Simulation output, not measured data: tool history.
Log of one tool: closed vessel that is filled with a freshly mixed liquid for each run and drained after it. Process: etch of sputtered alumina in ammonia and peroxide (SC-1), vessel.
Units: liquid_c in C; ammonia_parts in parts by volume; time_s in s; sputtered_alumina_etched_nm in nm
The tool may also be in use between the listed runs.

run	day	liquid_c	ammonia_parts	time_s	sputtered_alumina_etched_nm
1	0.000	59.0	0.8	190	18.2680
2	0.104	64.0	0.8	190	23.0630
3	0.246	59.0	0.8	190	18.0470
4	0.300	63.5	0.8	190	22.5710
5	0.404	59.0	0.8	190	17.9700
6	0.546	55.5	0.8	190	15.0220
7	0.812	53.0	0.8	190	13.0330
# day 1.108: new drum of ammonia solution connected
8	1.108	51.0	0.8	190	11.9330
9	1.417	49.5	0.8	190	10.7420
10	1.788	48.5	0.8	190	10.2680
11	2.067	48.0	0.8	190	10.0900
12	2.225	47.5	0.8	190	9.7236

Run 13 comes next. What will it give?
13	2.417	45.0	0.8	190	?

Run 13 gave sputtered_alumina_etched_nm 8.4625 nm.

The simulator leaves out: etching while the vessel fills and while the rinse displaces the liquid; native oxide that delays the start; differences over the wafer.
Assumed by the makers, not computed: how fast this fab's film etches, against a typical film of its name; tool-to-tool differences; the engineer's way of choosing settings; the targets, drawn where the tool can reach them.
